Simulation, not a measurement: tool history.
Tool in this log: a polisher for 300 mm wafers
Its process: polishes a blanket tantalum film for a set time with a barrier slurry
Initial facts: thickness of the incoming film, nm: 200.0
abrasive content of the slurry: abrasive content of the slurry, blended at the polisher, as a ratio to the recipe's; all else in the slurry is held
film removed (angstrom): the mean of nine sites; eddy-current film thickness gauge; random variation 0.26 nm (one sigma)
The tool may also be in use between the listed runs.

run  hour  flow of slurry (ml/min)  pressure of the wafer on the pad (psi)  speed of the pad under the wafer (cm/s)  abrasive content of the slurry  polishing time (s)  film removed (angstrom)
  1     0                      225                                       2                                       90                               1                  34                   430.54
  2   7.1                      225                                       2                                       90                               1                  34                   430.14
  3   8.3                      170                                       2                                       90                               1                  34                    410.6
  4   9.9                      170                                       2                                      100                               1                  34                   465.27
  5  15.8                      170                                       2                                      100                             0.8                  34                   430.59
  6  20.8                      170                                       2                                      100                            0.95                  34                   459.09

Estimate the outcome of run 7 from the log above:
  7  26.2                      170                                     1.9                                       96                            0.95                  34                        ?

film removed (angstrom): 415.67
